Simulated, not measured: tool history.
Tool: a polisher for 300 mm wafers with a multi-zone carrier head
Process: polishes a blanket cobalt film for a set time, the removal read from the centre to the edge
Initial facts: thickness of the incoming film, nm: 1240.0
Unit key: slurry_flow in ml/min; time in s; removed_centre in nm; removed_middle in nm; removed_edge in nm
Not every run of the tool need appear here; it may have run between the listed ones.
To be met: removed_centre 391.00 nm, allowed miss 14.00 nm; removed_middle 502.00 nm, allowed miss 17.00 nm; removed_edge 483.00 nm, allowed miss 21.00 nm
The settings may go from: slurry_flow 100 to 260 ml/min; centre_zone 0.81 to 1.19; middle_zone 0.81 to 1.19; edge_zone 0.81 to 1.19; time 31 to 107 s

| run | hour | slurry_flow | centre_zone | middle_zone | edge_zone | time | removed_centre | removed_middle | removed_edge |
|---|---|---|---|---|---|---|---|---|---|
| 1 | 0.0 | 165 | 1.00 | 1.00 | 1.00 | 69 | 340.34 | 345.05 | 362.10 |
| 2 | 7.4 | 170 | 0.99 | 1.03 | 1.03 | 71 | 345.27 | 365.90 | 382.20 |
| 3 | 11.6 | 170 | 0.99 | 1.03 | 1.06 | 71 | 348.36 | 354.73 | 377.33 |
| 4 | 20.4 | 170 | 0.91 | 1.03 | 1.06 | 71 | 318.58 | 363.60 | 383.49 |
| 5 | 29.3 | 170 | 0.97 | 1.03 | 1.06 | 71 | 346.66 | 365.83 | 382.30 |
|  | 34.5 | slurry nozzle cleaned |
| 6 | 34.5 | 170 | 0.97 | 1.03 | 0.98 | 71 | 376.25 | 395.16 | 393.75 |
| 7 | 37.3 | 175 | 0.94 | 1.04 | 0.99 | 72 | 366.56 | 404.65 | 393.03 |
| 8 | 45.0 | 175 | 0.92 | 1.04 | 1.00 | 74 | 371.12 | 417.65 | 403.32 |

Exactly one of the 4 candidate moves below puts every result within its allowed miss. Which one?
| A | 52.7 | 175 | 0.82 | 1.08 | 1.00 | 87 | ? | ? | ? |
| B | 52.7 | 250 | 1.13 | 1.04 | 0.83 | 60 | ? | ? | ? |
| C | 52.7 | 205 | 0.85 | 1.03 | 1.07 | 82 | ? | ? | ? |
| D | 52.7 | 250 | 0.97 | 0.99 | 0.96 | 70 | ? | ? | ? |

| move | removed_centre | removed_middle | removed_edge |
|---|---|---|---|
| A | 394.53 | 498.90 | 469.59 |
| B | 394.43 | 347.39 | 308.94 |
| C | 394.39 | 460.83 | 463.69 |
| D | 394.44 | 389.00 | 383.55 |
A: every result lands within tolerance
B: lands further from the targets than the last run did
C: gains on the last run, yet a result remains outside its allowed miss
D: lands further from the targets than the last run did
A meets every target.
